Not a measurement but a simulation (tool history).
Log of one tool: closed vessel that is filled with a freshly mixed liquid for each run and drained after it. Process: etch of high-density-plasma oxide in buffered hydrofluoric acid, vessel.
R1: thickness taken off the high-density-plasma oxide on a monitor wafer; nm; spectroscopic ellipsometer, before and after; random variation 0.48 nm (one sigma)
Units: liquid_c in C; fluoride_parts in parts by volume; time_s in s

{"run": 1, "hour": 0.0, "liquid_c": 23, "fluoride_parts": 11.5, "time_s": 30, "R1": 45.351}
{"run": 2, "hour": 8.4, "liquid_c": 23, "fluoride_parts": 13, "time_s": 30, "R1": 40.469}
{"run": 3, "hour": 14.9, "liquid_c": 24, "fluoride_parts": 13, "time_s": 30, "R1": 42.545}
{"run": 4, "hour": 23.2, "liquid_c": 24, "fluoride_parts": 13, "time_s": 30, "R1": 42.747}
{"run": 5, "hour": 30.9, "liquid_c": 24, "fluoride_parts": 13, "time_s": 30, "R1": 43.041}
{"run": 6, "hour": 40.2, "liquid_c": 24, "fluoride_parts": 11.5, "time_s": 30, "R1": 48.785}
{"run": 7, "hour": 42.0, "liquid_c": 24.5, "fluoride_parts": 11.5, "time_s": 30, "R1": 50.559}

Forecast run 8:
{"hour": 50.1, "done": "hydrofluoric acid flow meter replaced"}
{"run": 8, "hour": 50.1, "liquid_c": 25, "fluoride_parts": 11.5, "time_s": 30, "R1": "?"}

Run 8 gave R1 48.34 nm.

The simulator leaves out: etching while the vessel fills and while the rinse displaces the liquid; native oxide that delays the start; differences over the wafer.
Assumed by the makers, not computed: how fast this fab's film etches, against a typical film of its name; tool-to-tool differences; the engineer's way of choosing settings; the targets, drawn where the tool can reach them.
